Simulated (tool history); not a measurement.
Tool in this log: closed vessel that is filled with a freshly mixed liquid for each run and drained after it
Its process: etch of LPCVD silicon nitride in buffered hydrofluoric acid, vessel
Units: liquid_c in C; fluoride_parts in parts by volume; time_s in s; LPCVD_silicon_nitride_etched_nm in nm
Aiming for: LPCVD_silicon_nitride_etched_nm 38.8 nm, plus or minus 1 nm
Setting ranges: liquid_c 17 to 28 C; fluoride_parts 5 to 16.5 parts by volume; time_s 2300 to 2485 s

| run | hour | liquid_c | fluoride_parts | time_s | LPCVD_silicon_nitride_etched_nm |
|---|---|---|---|---|---|
| 1 | 0 | 20 | 10 | 2300 | 27.732 |
| 2 | 8.1 | 23 | 10 | 2300 | 32.264 |
| 3 | 8.8 | 23.5 | 10 | 2300 | 33.303 |
| 4 | 12.2 | 23.5 | 11 | 2300 | 30.463 |
| 5 | 19.2 | 20.5 | 11 | 2300 | 25.772 |
| 6 | 26.9 | 21.5 | 11 | 2300 | 27.178 |
| 7 | 33.8 | 22.5 | 11 | 2300 | 28.609 |
| 8 | 36.6 | 23.5 | 11 | 2300 | 30.314 |
| 9 | 43.6 | 24 | 11 | 2300 | 31.377 |
| 10 | 52.1 | 24.5 | 11 | 2300 | 32.156 |
| 11 | 56.4 | 25 | 11 | 2300 | 33.186 |
| 12 | 61.3 | 25.5 | 11 | 2300 | 33.665 |
| 13 | 65.9 | 26 | 11 | 2300 | 34.731 |
| 14 | 72 | 26.5 | 11 | 2300 | 35.713 |
| 15 | 72.6 | 27.5 | 11 | 2300 | 37.69 |

Pick the move, out of 5, that brings all results within their allowed miss; only one does.
| A | 73.2 | 27 | 11 | 2305 | ? |
| B | 73.2 | 27 | 11 | 2300 | ? |
| C | 73.2 | 23 | 9 | 2345 | ? |
| D | 73.2 | 27 | 11 | 2410 | ? |
| E | 73.2 | 26.5 | 9.5 | 2320 | ? |

| move | LPCVD_silicon_nitride_etched_nm |
|---|---|
| A | 36.824 |
| B | 36.744 |
| C | 35.364 |
| D | 38.501 |
| E | 40.889 |
A: misses by more than the last run did
B: misses by more than the last run did
C: misses by more than the last run did
D: all results land within tolerance of their targets
E: the result that was furthest off in the last run now lies on the other side of its target
The right move is D.
